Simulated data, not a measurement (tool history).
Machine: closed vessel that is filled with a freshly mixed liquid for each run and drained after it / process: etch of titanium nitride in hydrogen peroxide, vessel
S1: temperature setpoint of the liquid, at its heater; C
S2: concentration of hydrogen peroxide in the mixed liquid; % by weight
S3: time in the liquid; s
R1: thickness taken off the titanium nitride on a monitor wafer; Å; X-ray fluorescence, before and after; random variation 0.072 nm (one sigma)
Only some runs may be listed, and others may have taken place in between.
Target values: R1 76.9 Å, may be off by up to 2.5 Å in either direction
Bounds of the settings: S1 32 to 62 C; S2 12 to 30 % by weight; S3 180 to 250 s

run 1 hour=0 | S1=46 S2=20.5 S3=250 | R1=101.14
run 2 hour=1.9 | S1=45 S2=20.5 S3=250 | R1=94.024
run 3 hour=5.5 | S1=45 S2=18 S3=250 | R1=91.091
run 4 hour=7.7 | S1=45 S2=18 S3=180 | R1=65.738
run 5 hour=15 | S1=45 S2=18 S3=250 | R1=89.802
run 6 hour=23 | S1=45 S2=18 S3=180 | R1=65.873
run 7 hour=30.1 | S1=45.5 S2=18 S3=180 | R1=68.024
run 8 hour=33.5 | S1=46 S2=18 S3=180 | R1=70.911

Below are 4 possible settings for the next run. Only one of them brings all results inside the allowed miss of their targets. Which is it?
run A hour=36.9 | S1=41 S2=15.5 S3=245 | R1=?
run B hour=36.9 | S1=43 S2=18.5 S3=205 | R1=?
run C hour=36.9 | S1=45 S2=13.5 S3=240 | R1=?
run D hour=36.9 | S1=43 S2=21.5 S3=235 | R1=?

move=A R1=63.122
move=B R1=63.829
move=C R1=81.231
move=D R1=75.565
A: moves away from the targets compared with the last run
B: moves away from the targets compared with the last run
C: takes the result that was furthest off past its target
D: meets every target
Go with D: it meets all targets.

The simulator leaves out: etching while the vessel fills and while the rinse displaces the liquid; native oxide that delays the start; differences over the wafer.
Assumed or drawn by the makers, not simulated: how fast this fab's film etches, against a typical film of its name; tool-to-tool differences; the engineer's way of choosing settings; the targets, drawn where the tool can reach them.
